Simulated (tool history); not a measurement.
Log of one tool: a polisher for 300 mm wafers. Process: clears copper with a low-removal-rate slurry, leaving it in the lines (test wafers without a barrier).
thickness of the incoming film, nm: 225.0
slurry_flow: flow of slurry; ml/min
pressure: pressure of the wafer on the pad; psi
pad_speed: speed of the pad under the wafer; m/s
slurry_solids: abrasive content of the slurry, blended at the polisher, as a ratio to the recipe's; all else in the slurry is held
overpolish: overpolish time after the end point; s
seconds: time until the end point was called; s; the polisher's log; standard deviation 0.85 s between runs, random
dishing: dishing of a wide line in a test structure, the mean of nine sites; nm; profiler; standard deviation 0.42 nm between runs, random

| run | day | slurry_flow | pressure | pad_speed | slurry_solids | overpolish | seconds | dishing |
|---|---|---|---|---|---|---|---|---|
| 1 | 0 | 255 | 2.4 | 0.98 | 1 | 23 | 91 | 34.323 |
| 2 | 0.054 | 255 | 2.4 | 1.06 | 1 | 19 | 89.328 | 32.803 |
| 3 | 0.3 | 295 | 2.7 | 0.92 | 1.15 | 16 | 82.619 | 29.282 |
| 4 | 0.329 | 325 | 3 | 0.82 | 1.25 | 14 | 82.538 | 28.15 |
| 5 | 0.4 | 325 | 2.5 | 0.82 | 1.25 | 14 | 98.123 | 23.471 |
| 6 | 0.608 | 345 | 2.5 | 0.9 | 1.3 | 12 | 88.731 | 21.577 |
|  | 0.879 | worn pad replaced by a new one |
| 7 | 0.879 | 360 | 2.5 | 1 | 1.35 | 11 | 74.541 | 23.134 |
| 8 | 1.112 | 370 | 2.4 | 1.06 | 1.4 | 10 | 71.611 | 22.772 |
| 9 | 1.217 | 370 | 2.4 | 1.06 | 1.4 | 10 | 73.537 | 22.08 |
| 10 | 1.458 | 380 | 2.3 | 1.14 | 1.45 | 9 | 69.523 | 20.863 |

Forecast run 11:
| 11 | 1.608 | 380 | 2.3 | 1.14 | 1.45 | 9 | ? | ? |

Run 11 gave seconds 68.99 s, dishing 20.46 nm.

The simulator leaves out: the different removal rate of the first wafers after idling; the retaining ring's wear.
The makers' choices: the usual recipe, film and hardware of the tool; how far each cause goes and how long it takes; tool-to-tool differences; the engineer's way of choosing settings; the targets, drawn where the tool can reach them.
